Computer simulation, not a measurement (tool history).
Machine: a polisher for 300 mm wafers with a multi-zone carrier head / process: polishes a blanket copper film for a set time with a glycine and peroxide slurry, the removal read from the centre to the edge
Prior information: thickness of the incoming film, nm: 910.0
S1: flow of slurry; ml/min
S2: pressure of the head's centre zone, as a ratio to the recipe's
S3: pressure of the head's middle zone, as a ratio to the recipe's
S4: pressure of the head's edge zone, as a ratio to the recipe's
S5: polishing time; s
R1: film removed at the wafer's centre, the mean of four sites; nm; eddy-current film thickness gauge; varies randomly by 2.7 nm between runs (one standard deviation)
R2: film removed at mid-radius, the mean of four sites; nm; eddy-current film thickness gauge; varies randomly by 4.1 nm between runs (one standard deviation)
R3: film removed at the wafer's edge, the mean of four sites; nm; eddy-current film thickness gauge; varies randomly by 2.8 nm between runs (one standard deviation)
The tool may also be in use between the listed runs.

Run 1, hour 0.0: S1 225 ml/min, S2 1.00, S3 1.00, S4 1.00, S5 47 s. Result: R1 335.84 nm, R2 353.48 nm, R3 339.58 nm.
Run 2, hour 6.5: S1 210 ml/min, S2 0.95, S3 0.99, S4 1.00, S5 47 s. Result: R1 322.47 nm, R2 341.75 nm, R3 333.31 nm.
Run 3, hour 9.5: S1 210 ml/min, S2 0.95, S3 0.99, S4 1.00, S5 41 s. Result: R1 276.77 nm, R2 292.47 nm, R3 300.05 nm.
Run 4, hour 15.2: S1 225 ml/min, S2 0.93, S3 1.01, S4 1.03, S5 41 s. Result: R1 268.42 nm, R2 305.68 nm, R3 306.25 nm.
Run 5, hour 21.0: S1 225 ml/min, S2 0.93, S3 0.94, S4 1.03, S5 41 s. Result: R1 270.17 nm, R2 284.77 nm, R3 300.12 nm.
Run 6, hour 22.1: S1 240 ml/min, S2 0.93, S3 0.96, S4 1.05, S5 41 s. Result: R1 275.67 nm, R2 294.53 nm, R3 309.27 nm.

Predict the results of run 7:
Run 7, hour 30.6: S1 250 ml/min, S2 0.92, S3 0.98, S4 1.06, S5 41 s. Result: R1 ?, R2 ?, R3 ?.

R1: 272.80 nm
R2: 299.29 nm
R3: 312.46 nm

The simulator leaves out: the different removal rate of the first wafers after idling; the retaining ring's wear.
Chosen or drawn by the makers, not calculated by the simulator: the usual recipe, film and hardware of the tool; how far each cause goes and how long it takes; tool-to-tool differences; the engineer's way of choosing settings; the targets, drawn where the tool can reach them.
